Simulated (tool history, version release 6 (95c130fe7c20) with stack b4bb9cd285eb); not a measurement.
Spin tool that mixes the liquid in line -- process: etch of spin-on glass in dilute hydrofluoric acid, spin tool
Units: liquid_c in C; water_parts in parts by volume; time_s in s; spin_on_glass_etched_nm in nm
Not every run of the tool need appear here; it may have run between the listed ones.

run,hour,liquid_c,water_parts,time_s,spin_on_glass_etched_nm
1,0,26,50,50,48.659
2,3.7,24,50,50,45.412
3,10.2,27,50,50,50.974
4,14.6,27,50,55,55.806
5,18.2,29.5,50,55,62.111
6,25.2,27,55,55,50.289
7,30.7,25,60,55,41.715
8,35.5,23.5,60,55,39.35
9,43.2,22,60,55,37.446
10,44.2,21,60,55,36.177

What does the tool deliver on the next run?
11,45.9,20.5,60,55,?

Run 11 produced spin_on_glass_etched_nm 34.818 nm.
